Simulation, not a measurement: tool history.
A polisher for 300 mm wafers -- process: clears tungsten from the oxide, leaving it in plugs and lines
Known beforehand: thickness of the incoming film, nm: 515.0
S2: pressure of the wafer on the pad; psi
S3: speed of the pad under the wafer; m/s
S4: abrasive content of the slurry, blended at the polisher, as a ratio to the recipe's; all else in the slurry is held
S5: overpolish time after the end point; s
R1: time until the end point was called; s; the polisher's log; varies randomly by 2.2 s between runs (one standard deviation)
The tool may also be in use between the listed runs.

{"run": 1, "hour": 0.0, "flow of slurry (ml/min)": 290, "S2": 3.3, "S3": 1.14, "S4": 1, "S5": 29, "R1": 126.44}
{"run": 2, "hour": 8.3, "flow of slurry (ml/min)": 290, "S2": 3.3, "S3": 1.14, "S4": 1, "S5": 31, "R1": 124.61}
{"run": 3, "hour": 15.3, "flow of slurry (ml/min)": 290, "S2": 3, "S3": 1.14, "S4": 1, "S5": 31, "R1": 134.9}
{"run": 4, "hour": 21.8, "flow of slurry (ml/min)": 290, "S2": 2.8, "S3": 1.14, "S4": 1, "S5": 31, "R1": 146.95}
{"run": 5, "hour": 30.7, "flow of slurry (ml/min)": 290, "S2": 2.7, "S3": 1.14, "S4": 1, "S5": 31, "R1": 148.08}
{"run": 6, "hour": 36.4, "flow of slurry (ml/min)": 290, "S2": 2.7, "S3": 1.14, "S4": 0.95, "S5": 31, "R1": 151.78}
{"run": 7, "hour": 38.6, "flow of slurry (ml/min)": 290, "S2": 2.6, "S3": 1.14, "S4": 0.95, "S5": 31, "R1": 159.84}
{"run": 8, "hour": 41.7, "flow of slurry (ml/min)": 290, "S2": 2.5, "S3": 1.14, "S4": 0.95, "S5": 31, "R1": 161.79}

Run 9 is up next; what results do you expect?
{"run": 9, "hour": 48.6, "flow of slurry (ml/min)": 290, "S2": 2.4, "S3": 1.14, "S4": 0.95, "S5": 31, "R1": "?"}

Run 9 produced R1 168.79 s.

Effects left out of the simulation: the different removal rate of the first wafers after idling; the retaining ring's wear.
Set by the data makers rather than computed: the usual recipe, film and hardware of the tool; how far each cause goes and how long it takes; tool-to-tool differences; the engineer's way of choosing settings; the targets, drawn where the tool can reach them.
